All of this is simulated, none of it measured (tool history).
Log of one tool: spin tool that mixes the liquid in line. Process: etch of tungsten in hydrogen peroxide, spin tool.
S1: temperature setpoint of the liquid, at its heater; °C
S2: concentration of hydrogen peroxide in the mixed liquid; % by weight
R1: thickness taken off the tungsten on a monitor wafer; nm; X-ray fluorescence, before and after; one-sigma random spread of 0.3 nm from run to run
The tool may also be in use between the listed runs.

run 1 hour=0 | S1=43 S2=18.5 time_under_the_liquid_(s)=15 | R1=22.721
run 2 hour=8.3 | S1=50 S2=18.5 time_under_the_liquid_(s)=15 | R1=34.741
run 3 hour=12.2 | S1=50 S2=18.5 time_under_the_liquid_(s)=15 | R1=34.275
run 4 hour=20.7 | S1=50 S2=22.5 time_under_the_liquid_(s)=15 | R1=37.471
run 5 hour=21.7 | S1=50 S2=22.5 time_under_the_liquid_(s)=15 | R1=38.652
run 6 hour=29.6 | S1=50 S2=25.5 time_under_the_liquid_(s)=15 | R1=40.834

The next listed run, before its measurement:
run 7 hour=37.1 | S1=48.5 S2=25.5 time_under_the_liquid_(s)=15 | R1=?

R1: 37.456 nm
